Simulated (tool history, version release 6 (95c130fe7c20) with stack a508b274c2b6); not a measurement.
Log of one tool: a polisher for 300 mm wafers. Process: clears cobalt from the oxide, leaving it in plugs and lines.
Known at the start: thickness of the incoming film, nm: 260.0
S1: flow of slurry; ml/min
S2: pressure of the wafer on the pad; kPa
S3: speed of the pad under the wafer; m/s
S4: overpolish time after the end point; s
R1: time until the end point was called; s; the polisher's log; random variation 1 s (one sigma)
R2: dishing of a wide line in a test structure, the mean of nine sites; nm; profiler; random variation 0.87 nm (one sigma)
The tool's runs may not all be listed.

run,hour,S1,S2,S3,S4,R1,R2
1,0.0,190,12.4,1.20,28,52.520,63.249
2,6.1,155,12.4,1.20,28,53.475,62.737
3,9.3,155,9.7,1.20,28,68.117,57.057
4,16.4,135,9.7,1.20,28,69.336,54.953
5,19.9,135,9.7,0.96,28,81.513,52.271
6,27.8,155,9.7,0.96,28,79.175,55.719

The next listed run, before its measurement:
7,32.8,150,9.7,0.98,26,?,?

R1: 77.973 s
R2: 53.144 nm
